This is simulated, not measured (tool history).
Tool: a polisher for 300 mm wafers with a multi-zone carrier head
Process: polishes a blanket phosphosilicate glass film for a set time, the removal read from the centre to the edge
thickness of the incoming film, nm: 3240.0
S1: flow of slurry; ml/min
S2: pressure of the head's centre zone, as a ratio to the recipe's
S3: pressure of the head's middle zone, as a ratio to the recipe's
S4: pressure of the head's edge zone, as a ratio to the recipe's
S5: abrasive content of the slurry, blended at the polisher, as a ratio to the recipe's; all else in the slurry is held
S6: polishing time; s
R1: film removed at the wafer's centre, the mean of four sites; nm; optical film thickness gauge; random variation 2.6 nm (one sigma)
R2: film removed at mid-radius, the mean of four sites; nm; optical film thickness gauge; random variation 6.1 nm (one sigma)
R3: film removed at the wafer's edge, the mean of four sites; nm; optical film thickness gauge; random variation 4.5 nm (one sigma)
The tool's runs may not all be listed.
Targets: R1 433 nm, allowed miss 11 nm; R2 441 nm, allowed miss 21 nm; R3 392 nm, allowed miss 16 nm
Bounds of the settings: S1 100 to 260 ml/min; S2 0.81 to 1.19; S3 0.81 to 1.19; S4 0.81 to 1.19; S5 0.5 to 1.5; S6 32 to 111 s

run,day,S1,S2,S3,S4,S5,S6,R1,R2,R3
1,0,165,1,1,1,1,71,585.26,574.51,608.37
2,0.208,170,1.01,1.03,0.94,0.85,68,517.1,519.03,511.24
3,0.425,165,1.02,1.04,0.9,0.75,68,482.15,488.94,465.15
4,0.6,155,1.03,1.05,0.87,0.7,68,454.03,462.03,432.42
5,0.942,155,1.03,1.05,0.83,0.7,68,448.81,470.19,417.1
6,1.2,155,1.11,1.05,0.83,0.7,68,483.62,452.94,427.02
7,1.433,140,1.1,1.06,0.82,0.7,68,467.33,440.03,412.56
8,1.638,105,1.06,1.14,0.81,0.7,68,413.73,438.81,388.82

4 next moves are on the table. One of them brings every result within its allowed miss. Which?
A,1.842,100,1.05,1.07,0.86,0.65,77,?,?,?
B,1.842,150,1.05,1.19,0.81,0.7,65,?,?,?
C,1.842,120,1.03,1.13,0.86,0.85,57,?,?,?
D,1.842,115,1.09,1.12,0.83,0.65,71,?,?,?

move,R1,R2,R3
A,428.66,435.73,421.38
B,434.74,476.24,394.87
C,400.81,430.53,389.82
D,430.56,436.89,393.99
A: brings the result that was furthest off to its target, and leaves another outside
B: brings the result that was furthest off to its target, and leaves another outside
C: further off than the last run
D: meets every target
The right move is D.
